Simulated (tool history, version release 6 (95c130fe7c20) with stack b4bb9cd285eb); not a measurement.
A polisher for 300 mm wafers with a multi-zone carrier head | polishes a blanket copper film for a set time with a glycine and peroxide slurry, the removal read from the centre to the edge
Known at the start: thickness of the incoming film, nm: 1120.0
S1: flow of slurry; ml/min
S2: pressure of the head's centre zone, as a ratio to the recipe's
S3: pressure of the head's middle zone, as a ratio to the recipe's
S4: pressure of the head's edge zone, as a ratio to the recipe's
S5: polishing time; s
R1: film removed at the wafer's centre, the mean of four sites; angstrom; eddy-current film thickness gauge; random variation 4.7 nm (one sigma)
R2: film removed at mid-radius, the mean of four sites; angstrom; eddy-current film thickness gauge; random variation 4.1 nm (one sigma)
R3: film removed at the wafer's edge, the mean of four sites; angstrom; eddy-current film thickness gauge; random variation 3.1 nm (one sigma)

run,day,S1,S2,S3,S4,S5,R1,R2,R3
1,0.000,165,1.00,1.00,1.00,61,3150.2,3034.7,3082.5
2,0.258,170,0.99,1.00,1.02,63,3143.1,3088.3,3158.1
3,0.575,170,0.99,0.95,1.02,63,3237.8,2988.0,3197.6
4,0.617,170,0.91,0.95,1.02,63,2925.4,3005.7,3202.6
5,0.642,170,0.91,0.95,1.07,63,2898.2,3043.4,3296.5
6,0.742,175,0.91,0.95,1.08,65,2957.6,3134.9,3393.7

The next listed run, before its measurement:
7,0.767,175,0.91,0.95,1.09,67,?,?,?

R1: 3110.8 angstrom
R2: 3268.1 angstrom
R3: 3515.3 angstrom
